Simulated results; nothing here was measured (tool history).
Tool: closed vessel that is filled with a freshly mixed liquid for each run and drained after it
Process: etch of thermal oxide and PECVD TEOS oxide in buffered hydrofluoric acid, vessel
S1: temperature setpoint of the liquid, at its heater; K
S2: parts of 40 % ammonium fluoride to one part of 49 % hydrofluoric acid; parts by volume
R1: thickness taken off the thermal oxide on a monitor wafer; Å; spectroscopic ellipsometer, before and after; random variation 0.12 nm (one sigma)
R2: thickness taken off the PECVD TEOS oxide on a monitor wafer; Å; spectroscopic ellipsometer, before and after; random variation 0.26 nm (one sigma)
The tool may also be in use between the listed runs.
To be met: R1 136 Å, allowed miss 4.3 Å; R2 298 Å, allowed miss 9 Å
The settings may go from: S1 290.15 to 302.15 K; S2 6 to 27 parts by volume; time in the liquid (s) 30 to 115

run 1 hour=0 | S1=294.15 S2=16.5 time_in_the_liquid_(s)=60 | R1=357.37 R2=793.63
run 2 hour=1.5 | S1=294.15 S2=16.5 time_in_the_liquid_(s)=45 | R1=268.64 R2=589.74
run 3 hour=3 | S1=292.65 S2=19 time_in_the_liquid_(s)=45 | R1=215.32 R2=471.13
run 4 hour=11.2 | S1=292.65 S2=23.5 time_in_the_liquid_(s)=45 | R1=186.25 R2=407.22
run 5 hour=18.8 | S1=291.65 S2=24.5 time_in_the_liquid_(s)=45 | R1=166.44 R2=369.76
run 6 hour=24.3 | S1=291.65 S2=26.5 time_in_the_liquid_(s)=45 | R1=159.1 R2=356.49
run 7 hour=28.1 | S1=291.15 S2=26.5 time_in_the_liquid_(s)=45 | R1=152.81 R2=339.74
run 8 hour=31.2 | S1=290.65 S2=26.5 time_in_the_liquid_(s)=45 | R1=152.27 R2=330.54

5 next moves are on the table. One of them brings every result within its allowed miss. Which?
run A hour=34.3 | S1=298.15 S2=27 time_in_the_liquid_(s)=35 | R1=? R2=?
run B hour=34.3 | S1=294.65 S2=27 time_in_the_liquid_(s)=40 | R1=? R2=?
run C hour=34.3 | S1=292.65 S2=27 time_in_the_liquid_(s)=45 | R1=? R2=?
run D hour=34.3 | S1=290.15 S2=25 time_in_the_liquid_(s)=40 | R1=? R2=?
run E hour=34.3 | S1=290.15 S2=27 time_in_the_liquid_(s)=50 | R1=? R2=?

move=A R1=175.03 R2=389.57
move=B R1=164.89 R2=367.01
move=C R1=165.8 R2=369.03
move=D R1=134.83 R2=300.09
move=E R1=159.78 R2=355.63
A: further off than the last run
B: further off than the last run
C: further off than the last run
D: meets every target
E: further off than the last run
The right move is D.
